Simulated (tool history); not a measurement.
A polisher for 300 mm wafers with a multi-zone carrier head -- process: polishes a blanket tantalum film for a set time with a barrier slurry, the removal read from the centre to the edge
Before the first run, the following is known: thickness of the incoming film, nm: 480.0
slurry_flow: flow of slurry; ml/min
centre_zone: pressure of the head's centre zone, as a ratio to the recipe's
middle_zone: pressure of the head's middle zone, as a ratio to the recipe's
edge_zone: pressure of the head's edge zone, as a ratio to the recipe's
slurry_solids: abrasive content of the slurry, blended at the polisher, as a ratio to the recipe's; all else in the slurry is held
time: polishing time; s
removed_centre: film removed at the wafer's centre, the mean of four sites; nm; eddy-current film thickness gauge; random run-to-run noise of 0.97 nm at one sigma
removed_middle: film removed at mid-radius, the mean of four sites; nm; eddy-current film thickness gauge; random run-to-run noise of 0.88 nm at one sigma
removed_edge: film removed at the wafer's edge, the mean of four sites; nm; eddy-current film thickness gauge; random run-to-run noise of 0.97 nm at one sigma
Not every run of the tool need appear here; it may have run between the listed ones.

Run 1, hour 0: slurry_flow 160 ml/min, centre_zone 1, middle_zone 1, edge_zone 1, slurry_solids 1, time 79 s. Result: removed_centre 130.34 nm, removed_middle 125.68 nm, removed_edge 128.4 nm.
Run 2, hour 1.7: slurry_flow 180 ml/min, centre_zone 1, middle_zone 1, edge_zone 1, slurry_solids 1, time 79 s. Result: removed_centre 132.33 nm, removed_middle 127.92 nm, removed_edge 132.25 nm.
Run 3, hour 2.8: slurry_flow 180 ml/min, centre_zone 1, middle_zone 1, edge_zone 1.03, slurry_solids 1, time 79 s. Result: removed_centre 130.35 nm, removed_middle 127.11 nm, removed_edge 130.99 nm.
Run 4, hour 7.9: slurry_flow 170 ml/min, centre_zone 1, middle_zone 1, edge_zone 1.02, slurry_solids 0.9, time 71 s. Result: removed_centre 110.08 nm, removed_middle 109.33 nm, removed_edge 113.37 nm.
Run 5, hour 8.7: slurry_flow 170 ml/min, centre_zone 0.93, middle_zone 1, edge_zone 1.02, slurry_solids 0.9, time 71 s. Result: removed_centre 103.43 nm, removed_middle 109.91 nm, removed_edge 110.77 nm.
Run 6, hour 10.9: slurry_flow 170 ml/min, centre_zone 0.93, middle_zone 1, edge_zone 1.02, slurry_solids 0.9, time 52 s. Result: removed_centre 75.042 nm, removed_middle 81.499 nm, removed_edge 84.337 nm.
Run 7, hour 18.5: slurry_flow 165 ml/min, centre_zone 0.95, middle_zone 0.99, edge_zone 0.98, slurry_solids 0.85, time 52 s. Result: removed_centre 75.268 nm, removed_middle 77.586 nm, removed_edge 78.106 nm.

Estimate the outcome of run 8 from the log above:
Run 8, hour 19.6: slurry_flow 165 ml/min, centre_zone 0.96, middle_zone 0.98, edge_zone 0.97, slurry_solids 0.85, time 52 s. Result: removed_centre ?, removed_middle ?, removed_edge ?.

removed_centre: 77.24 nm
removed_middle: 76.892 nm
removed_edge: 77.553 nm
